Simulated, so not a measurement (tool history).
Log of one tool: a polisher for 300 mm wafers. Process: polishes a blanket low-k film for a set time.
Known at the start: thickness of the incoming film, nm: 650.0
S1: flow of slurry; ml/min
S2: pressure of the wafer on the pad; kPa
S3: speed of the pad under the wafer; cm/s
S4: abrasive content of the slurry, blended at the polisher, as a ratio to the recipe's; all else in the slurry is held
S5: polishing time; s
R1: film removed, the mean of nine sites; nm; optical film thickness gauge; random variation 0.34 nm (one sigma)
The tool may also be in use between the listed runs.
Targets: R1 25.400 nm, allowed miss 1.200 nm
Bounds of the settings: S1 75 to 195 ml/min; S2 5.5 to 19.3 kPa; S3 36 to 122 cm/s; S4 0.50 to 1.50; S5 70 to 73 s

run 1 day=0.000 | S1=125 S2=12.4 S3=78 S4=1.00 S5=70 | R1=15.145
run 2 day=0.192 | S1=125 S2=13.8 S3=78 S4=1.00 S5=70 | R1=16.642
run 3 day=0.221 | S1=130 S2=15.2 S3=78 S4=1.00 S5=70 | R1=18.276
run 4 day=0.304 | S1=130 S2=15.2 S3=66 S4=1.00 S5=70 | R1=16.471
run 5 day=0.654 | S1=130 S2=15.9 S3=70 S4=1.00 S5=70 | R1=17.914
run 6 day=0.808 | S1=130 S2=15.9 S3=70 S4=1.20 S5=70 | R1=18.864
run 7 day=0.875 | S1=130 S2=16.5 S3=72 S4=1.20 S5=70 | R1=20.116
run 8 day=1.088 | S1=130 S2=17.2 S3=72 S4=1.20 S5=70 | R1=21.075
run 9 day=1.279 | S1=145 S2=19.3 S3=74 S4=1.20 S5=70 | R1=23.383

4 next moves are on the table. One of them brings every result within its allowed miss. Which?
run A day=1.471 | S1=135 S2=18.6 S3=76 S4=1.10 S5=70 | R1=?
run B day=1.471 | S1=135 S2=17.9 S3=74 S4=1.10 S5=72 | R1=?
run C day=1.471 | S1=155 S2=19.3 S3=80 S4=1.25 S5=70 | R1=?
run D day=1.471 | S1=150 S2=18.6 S3=72 S4=1.25 S5=70 | R1=?

move=A R1=22.239
move=B R1=21.811
move=C R1=25.712
move=D R1=23.229
A: further off than the last run
B: further off than the last run
C: meets every target
D: further off than the last run
The right move is C.

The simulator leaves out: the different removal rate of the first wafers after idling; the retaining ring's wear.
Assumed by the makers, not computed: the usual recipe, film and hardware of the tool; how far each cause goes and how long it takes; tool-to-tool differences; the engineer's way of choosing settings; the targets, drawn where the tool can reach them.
